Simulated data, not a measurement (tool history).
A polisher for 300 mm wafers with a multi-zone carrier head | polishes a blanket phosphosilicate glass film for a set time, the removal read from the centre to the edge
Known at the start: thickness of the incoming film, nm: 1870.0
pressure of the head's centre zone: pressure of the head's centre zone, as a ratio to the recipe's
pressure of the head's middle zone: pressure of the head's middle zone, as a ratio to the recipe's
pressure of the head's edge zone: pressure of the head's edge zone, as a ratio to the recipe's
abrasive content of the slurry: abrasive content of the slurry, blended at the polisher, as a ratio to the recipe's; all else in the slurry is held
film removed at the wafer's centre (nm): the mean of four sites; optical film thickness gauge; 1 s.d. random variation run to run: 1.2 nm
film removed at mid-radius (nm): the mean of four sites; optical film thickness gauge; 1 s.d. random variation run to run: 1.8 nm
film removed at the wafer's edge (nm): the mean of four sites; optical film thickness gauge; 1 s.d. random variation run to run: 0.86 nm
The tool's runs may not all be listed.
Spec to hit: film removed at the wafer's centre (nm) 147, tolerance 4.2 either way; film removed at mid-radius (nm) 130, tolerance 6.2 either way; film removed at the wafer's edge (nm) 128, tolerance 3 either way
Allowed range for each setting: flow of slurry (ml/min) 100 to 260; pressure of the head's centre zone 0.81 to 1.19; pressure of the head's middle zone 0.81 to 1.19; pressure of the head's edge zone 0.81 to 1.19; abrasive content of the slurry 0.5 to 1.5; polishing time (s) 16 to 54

| run | hour | flow of slurry (ml/min) | pressure of the head's centre zone | pressure of the head's middle zone | pressure of the head's edge zone | abrasive content of the slurry | polishing time (s) | film removed at the wafer's centre (nm) | film removed at mid-radius (nm) | film removed at the wafer's edge (nm) |
|---|---|---|---|---|---|---|---|---|---|---|
| 1 | 0 | 165 | 1 | 1 | 1 | 1 | 35 | 250.42 | 257.75 | 254.89 |
| 2 | 8.7 | 165 | 1.05 | 1 | 1 | 1 | 35 | 264.59 | 265.42 | 253.72 |
| 3 | 10.4 | 165 | 1.05 | 1 | 1 | 0.85 | 35 | 243.53 | 239.07 | 234.8 |
| 4 | 12.8 | 165 | 1.05 | 0.99 | 0.98 | 0.8 | 34 | 226.77 | 222.1 | 215.34 |
| 5 | 20.9 | 165 | 1.05 | 0.98 | 0.96 | 0.75 | 33 | 215.23 | 212.68 | 204.99 |
| 6 | 25.7 | 165 | 1.05 | 1.01 | 0.96 | 0.75 | 33 | 214.57 | 211.48 | 203.38 |
| 7 | 32.7 | 165 | 1.06 | 1 | 0.95 | 0.7 | 32 | 201.03 | 194.09 | 188.74 |
| 8 | 39.2 | 160 | 1.06 | 0.99 | 0.94 | 0.7 | 31 | 195.87 | 190.35 | 181.54 |
| 9 | 40.4 | 155 | 1.06 | 0.97 | 0.93 | 0.7 | 30 | 187.49 | 178.23 | 175.54 |
| 10 | 45 | 160 | 1.1 | 0.94 | 0.83 | 0.5 | 22 | 116.05 | 103.25 | 99.886 |
| 11 | 52.1 | 165 | 1.11 | 0.95 | 0.85 | 0.5 | 22 | 118.76 | 106.22 | 101.79 |
| 12 | 60 | 165 | 1.12 | 0.96 | 0.87 | 0.5 | 22 | 117.49 | 105.66 | 101.36 |
| 13 | 62.4 | 170 | 1.13 | 0.96 | 0.88 | 0.55 | 22 | 128.49 | 113.69 | 109.76 |
| 14 | 66.8 | 175 | 1.13 | 0.96 | 0.89 | 0.55 | 22 | 127.02 | 113.76 | 109.86 |
| 15 | 75.6 | 180 | 1.14 | 0.96 | 0.9 | 0.55 | 22 | 130.26 | 114.7 | 112.85 |
| 16 | 79.8 | 185 | 1.14 | 0.96 | 0.91 | 0.55 | 22 | 130.46 | 114.59 | 112.35 |
| 17 | 87.4 | 185 | 1.14 | 0.96 | 0.91 | 0.55 | 22 | 130.28 | 113 | 111.47 |
|  | 93.2 | edge zone pressure recalibrated |
| 18 | 93.2 | 185 | 1.15 | 0.97 | 0.92 | 0.55 | 22 | 129.88 | 116.29 | 111.93 |
| 19 | 97.4 | 185 | 1.15 | 0.97 | 0.92 | 0.55 | 22 | 130.77 | 116.1 | 110.5 |
| 20 | 101.5 | 235 | 1.18 | 1.01 | 1.02 | 0.65 | 22 | 156.96 | 139.63 | 128.91 |

Exercise: of the 5 proposed moves below, exactly one satisfies all targets within the stated allowed misses. Which move is it?
| A | 105.6 | 260 | 1.09 | 1.06 | 1.01 | 0.6 | 23 | ? | ? | ? |
| B | 105.6 | 245 | 1.18 | 1.12 | 0.95 | 0.8 | 20 | ? | ? | ? |
| C | 105.6 | 185 | 1.14 | 0.97 | 1.03 | 0.65 | 22 | ? | ? | ? |
| D | 105.6 | 240 | 1.08 | 1.02 | 0.94 | 0.55 | 25 | ? | ? | ? |
| E | 105.6 | 220 | 1.15 | 1.07 | 0.99 | 0.85 | 19 | ? | ? | ? |

| move | film removed at the wafer's centre (nm) | film removed at mid-radius (nm) | film removed at the wafer's edge (nm) |
|---|---|---|---|
| A | 143.14 | 145.83 | 129.42 |
| B | 158.27 | 156.03 | 129.94 |
| C | 143.63 | 130.4 | 126.98 |
| D | 144.35 | 143.86 | 129.55 |
| E | 149.15 | 145.38 | 127.86 |
A: meets the target for the result that was furthest off, but another lies outside its allowed miss
B: misses by more than the last run did
C: each result inside its tolerance
D: meets the target for the result that was furthest off, but another lies outside its allowed miss
E: meets the target for the result that was furthest off, but another lies outside its allowed miss
Move C is the one to make.
